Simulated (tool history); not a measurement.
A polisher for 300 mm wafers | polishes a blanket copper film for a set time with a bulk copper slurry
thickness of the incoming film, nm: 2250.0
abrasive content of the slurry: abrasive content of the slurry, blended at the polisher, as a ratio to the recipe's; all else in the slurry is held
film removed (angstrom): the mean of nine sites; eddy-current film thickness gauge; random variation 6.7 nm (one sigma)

run,hour,flow of slurry (ml/min),pressure of the wafer on the pad (psi),speed of the pad under the wafer (m/s),abrasive content of the slurry,polishing time (s),film removed (angstrom)
1,0.0,270,3.0,1.22,1.0,79,10462.0
2,8.0,270,2.8,1.18,1.0,79,9634.2
3,12.9,270,2.8,1.18,0.9,79,9027.7
4,14.9,270,2.1,1.18,0.9,79,6910.1
5,21.9,270,2.6,1.18,0.9,79,8356.2
6,23.5,270,2.5,1.16,0.9,79,7952.4

Run 7 comes next. What will it give?
7,24.1,270,2.4,1.14,0.9,79,?

film removed (angstrom): 7913.3
